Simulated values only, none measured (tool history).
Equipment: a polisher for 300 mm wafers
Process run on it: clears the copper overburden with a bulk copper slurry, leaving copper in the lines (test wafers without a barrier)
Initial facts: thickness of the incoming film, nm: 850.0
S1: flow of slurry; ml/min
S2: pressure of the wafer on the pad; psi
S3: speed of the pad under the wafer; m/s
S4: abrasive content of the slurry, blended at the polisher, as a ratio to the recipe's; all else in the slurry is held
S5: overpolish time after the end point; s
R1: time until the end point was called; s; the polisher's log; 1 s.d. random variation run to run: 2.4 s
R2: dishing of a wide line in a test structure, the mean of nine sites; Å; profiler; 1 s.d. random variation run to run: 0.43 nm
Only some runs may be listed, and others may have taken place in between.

Run 1, hour 0.0: S1 200 ml/min, S2 3.3 psi, S3 0.92 m/s, S4 1.00, S5 21 s. Result: R1 75.324 s, R2 301.90 Å.
Run 2, hour 3.9: S1 200 ml/min, S2 3.3 psi, S3 0.92 m/s, S4 1.10, S5 21 s. Result: R1 74.627 s, R2 303.71 Å.
Run 3, hour 12.9: S1 200 ml/min, S2 2.9 psi, S3 0.90 m/s, S4 1.05, S5 18 s. Result: R1 82.530 s, R2 292.77 Å.
Run 4, hour 17.5: S1 200 ml/min, S2 2.9 psi, S3 1.06 m/s, S4 1.05, S5 18 s. Result: R1 73.829 s, R2 302.80 Å.
Run 5, hour 22.6: S1 200 ml/min, S2 2.9 psi, S3 0.84 m/s, S4 1.05, S5 18 s. Result: R1 91.684 s, R2 291.27 Å.
Run 6, hour 23.4: S1 200 ml/min, S2 2.9 psi, S3 0.84 m/s, S4 0.90, S5 18 s. Result: R1 92.601 s, R2 286.81 Å.
Run 7, hour 25.2: S1 200 ml/min, S2 2.6 psi, S3 0.82 m/s, S4 0.90, S5 19 s. Result: R1 104.810 s, R2 282.26 Å.
Run 8, hour 29.6: S1 200 ml/min, S2 2.4 psi, S3 0.82 m/s, S4 0.90, S5 20 s. Result: R1 112.320 s, R2 283.19 Å.
Run 9, hour 37.9: S1 200 ml/min, S2 2.3 psi, S3 0.82 m/s, S4 0.90, S5 20 s. Result: R1 115.230 s, R2 281.45 Å.
Run 10, hour 45.3: S1 200 ml/min, S2 2.2 psi, S3 0.82 m/s, S4 0.90, S5 20 s. Result: R1 119.550 s, R2 281.32 Å.
Run 11, hour 53.8: S1 200 ml/min, S2 2.1 psi, S3 0.82 m/s, S4 0.90, S5 20 s. Result: R1 129.330 s, R2 285.08 Å.

What does the tool deliver on the next run?
Run 12, hour 60.3: S1 200 ml/min, S2 2.0 psi, S3 0.82 m/s, S4 0.90, S5 19 s. Result: R1 ?, R2 ?.

{"run 12": {"R1": 133.25, "R2": 267.68}}

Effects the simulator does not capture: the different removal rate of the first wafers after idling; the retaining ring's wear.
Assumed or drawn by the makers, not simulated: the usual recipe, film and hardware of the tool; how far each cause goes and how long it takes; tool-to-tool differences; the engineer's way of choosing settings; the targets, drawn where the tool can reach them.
